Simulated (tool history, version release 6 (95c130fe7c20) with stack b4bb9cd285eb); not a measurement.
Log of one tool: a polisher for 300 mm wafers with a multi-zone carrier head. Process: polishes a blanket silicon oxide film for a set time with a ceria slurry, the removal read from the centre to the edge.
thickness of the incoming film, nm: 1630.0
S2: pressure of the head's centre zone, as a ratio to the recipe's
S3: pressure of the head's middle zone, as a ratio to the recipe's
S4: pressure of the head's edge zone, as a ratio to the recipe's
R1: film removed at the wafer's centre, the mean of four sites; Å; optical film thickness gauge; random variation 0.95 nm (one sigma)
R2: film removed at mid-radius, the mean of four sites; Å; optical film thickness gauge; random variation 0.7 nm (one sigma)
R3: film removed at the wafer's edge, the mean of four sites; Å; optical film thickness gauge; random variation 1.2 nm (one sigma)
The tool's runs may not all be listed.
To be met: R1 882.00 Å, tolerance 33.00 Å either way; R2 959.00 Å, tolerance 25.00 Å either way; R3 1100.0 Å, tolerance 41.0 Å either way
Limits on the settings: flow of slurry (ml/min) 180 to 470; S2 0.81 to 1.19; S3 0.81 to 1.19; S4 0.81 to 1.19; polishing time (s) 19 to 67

{"run": 1, "hour": 0.0, "flow of slurry (ml/min)": 300, "S2": 1.0, "S3": 1.0, "S4": 1.0, "polishing time (s)": 43, "R1": 1488.0, "R2": 1517.2, "R3": 1456.8}
{"run": 2, "hour": 3.8, "flow of slurry (ml/min)": 285, "S2": 0.94, "S3": 0.95, "S4": 1.02, "polishing time (s)": 39, "R1": 1227.9, "R2": 1296.3, "R3": 1332.9}
{"run": 3, "hour": 5.4, "flow of slurry (ml/min)": 355, "S2": 0.94, "S3": 0.95, "S4": 1.02, "polishing time (s)": 39, "R1": 1285.9, "R2": 1326.9, "R3": 1352.2}
{"run": 4, "hour": 7.8, "flow of slurry (ml/min)": 355, "S2": 0.87, "S3": 0.95, "S4": 1.02, "polishing time (s)": 39, "R1": 1171.0, "R2": 1340.6, "R3": 1368.2}
{"run": 5, "hour": 16.8, "flow of slurry (ml/min)": 295, "S2": 0.87, "S3": 0.95, "S4": 1.02, "polishing time (s)": 39, "R1": 1154.6, "R2": 1327.3, "R3": 1306.7}
{"run": 6, "hour": 23.5, "flow of slurry (ml/min)": 295, "S2": 0.81, "S3": 0.95, "S4": 1.02, "polishing time (s)": 39, "R1": 1089.7, "R2": 1305.9, "R3": 1330.3}
{"run": 7, "hour": 30.8, "flow of slurry (ml/min)": 285, "S2": 0.81, "S3": 0.91, "S4": 1.03, "polishing time (s)": 36, "R1": 1011.4, "R2": 1165.3, "R3": 1265.9}
{"run": 8, "hour": 38.0, "flow of slurry (ml/min)": 275, "S2": 0.81, "S3": 0.89, "S4": 1.02, "polishing time (s)": 34, "R1": 932.64, "R2": 1079.5, "R3": 1162.4}
{"run": 9, "hour": 45.2, "flow of slurry (ml/min)": 265, "S2": 0.81, "S3": 0.86, "S4": 1.01, "polishing time (s)": 34, "R1": 922.49, "R2": 1026.9, "R3": 1160.9}
{"run": 10, "hour": 53.6, "flow of slurry (ml/min)": 255, "S2": 0.81, "S3": 0.85, "S4": 1.0, "polishing time (s)": 34, "R1": 900.89, "R2": 1033.5, "R3": 1150.8}
{"run": 11, "hour": 54.9, "flow of slurry (ml/min)": 250, "S2": 0.82, "S3": 0.84, "S4": 1.0, "polishing time (s)": 34, "R1": 925.89, "R2": 1007.5, "R3": 1125.6}

Below are 5 possible settings for the next run. Only one of them brings all results inside the allowed miss of their targets. Which is it?
{"run": "A", "hour": 56.2, "flow of slurry (ml/min)": 225, "S2": 0.83, "S3": 0.87, "S4": 0.92, "polishing time (s)": 34, "R1": "?", "R2": "?", "R3": "?"}
{"run": "B", "hour": 56.2, "flow of slurry (ml/min)": 265, "S2": 0.83, "S3": 0.82, "S4": 1.01, "polishing time (s)": 35, "R1": "?", "R2": "?", "R3": "?"}
{"run": "C", "hour": 56.2, "flow of slurry (ml/min)": 215, "S2": 0.92, "S3": 0.83, "S4": 1.04, "polishing time (s)": 33, "R1": "?", "R2": "?", "R3": "?"}
{"run": "D", "hour": 56.2, "flow of slurry (ml/min)": 295, "S2": 0.83, "S3": 0.86, "S4": 0.89, "polishing time (s)": 31, "R1": "?", "R2": "?", "R3": "?"}
{"run": "E", "hour": 56.2, "flow of slurry (ml/min)": 195, "S2": 0.81, "S3": 0.82, "S4": 0.96, "polishing time (s)": 34, "R1": "?", "R2": "?", "R3": "?"}

move=A R1=939.84 R2=1031.70 R3=1086.5
move=B R1=991.61 R2=1034.60 R3=1184.4
move=C R1=1003.80 R2=955.91 R3=1106.0
move=D R1=890.77 R2=965.04 R3=1003.7
move=E R1=892.64 R2=959.64 R3=1087.4
A: further off than the last run
B: further off than the last run
C: gets the furthest-off result to its target, but another result is out of tolerance
D: gets the furthest-off result to its target, but another result is out of tolerance
E: every result within its allowed miss
Move E is the one to make.
